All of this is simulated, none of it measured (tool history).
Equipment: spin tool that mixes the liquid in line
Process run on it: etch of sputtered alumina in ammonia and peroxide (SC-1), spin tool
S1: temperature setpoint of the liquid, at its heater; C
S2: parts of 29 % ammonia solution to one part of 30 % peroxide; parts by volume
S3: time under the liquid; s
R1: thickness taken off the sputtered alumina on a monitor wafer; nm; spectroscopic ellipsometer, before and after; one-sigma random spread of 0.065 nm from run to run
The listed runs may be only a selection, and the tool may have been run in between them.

{"run": 1, "hour": 0.0, "S1": 61.0, "S2": 0.6, "S3": 210, "R1": 11.058}
{"run": 2, "hour": 8.5, "S1": 61.5, "S2": 0.6, "S3": 210, "R1": 11.393}
{"run": 3, "hour": 17.0, "S1": 65.0, "S2": 0.6, "S3": 210, "R1": 13.594}
{"run": 4, "hour": 20.9, "S1": 65.0, "S2": 0.6, "S3": 210, "R1": 13.52}
{"run": 5, "hour": 22.8, "S1": 65.0, "S2": 0.75, "S3": 210, "R1": 13.74}
{"run": 6, "hour": 31.2, "S1": 65.0, "S2": 0.55, "S3": 210, "R1": 13.389}

Forecast run 7:
{"run": 7, "hour": 33.4, "S1": 65.5, "S2": 0.55, "S3": 210, "R1": "?"}

R1: 13.764 nm
